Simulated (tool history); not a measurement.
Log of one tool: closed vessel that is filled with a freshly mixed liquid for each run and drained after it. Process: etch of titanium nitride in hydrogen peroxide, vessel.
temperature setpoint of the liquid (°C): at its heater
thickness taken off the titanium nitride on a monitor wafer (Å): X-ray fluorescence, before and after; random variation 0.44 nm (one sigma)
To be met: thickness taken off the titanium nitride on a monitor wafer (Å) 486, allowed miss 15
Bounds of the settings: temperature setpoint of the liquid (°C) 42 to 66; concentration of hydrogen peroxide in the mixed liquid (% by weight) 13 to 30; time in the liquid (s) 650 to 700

run,hour,temperature setpoint of the liquid (°C),concentration of hydrogen peroxide in the mixed liquid (% by weight),time in the liquid (s),thickness taken off the titanium nitride on a monitor wafer (Å)
1,0,58,26,650,630.1
2,1.1,58,26,650,623.39
3,8.2,57,26,650,576.77
4,14.9,56.5,26,650,561.27
5,16.1,61.5,26,650,772.45
6,19.2,59.5,26,650,690.12
7,22.6,58,26,650,631.36
8,30.1,57,26,650,581.65
9,35.5,56.5,26,650,566.53
10,36.7,56,26,650,539.65
11,38.6,55.5,26,650,524.78
12,46.5,55,26,650,501.17

Which of these 4 next moves meets every target?
A,54.4,55.5,22,690,?
B,54.4,55.5,28.5,650,?
C,54.4,56,26,650,?
D,54.4,53,30,700,?

move,thickness taken off the titanium nitride on a monitor wafer (Å)
A,533.41
B,531.7
C,539.56
D,485.71
A: further off than the last run
B: further off than the last run
C: further off than the last run
D: meets every target
The right move is D.

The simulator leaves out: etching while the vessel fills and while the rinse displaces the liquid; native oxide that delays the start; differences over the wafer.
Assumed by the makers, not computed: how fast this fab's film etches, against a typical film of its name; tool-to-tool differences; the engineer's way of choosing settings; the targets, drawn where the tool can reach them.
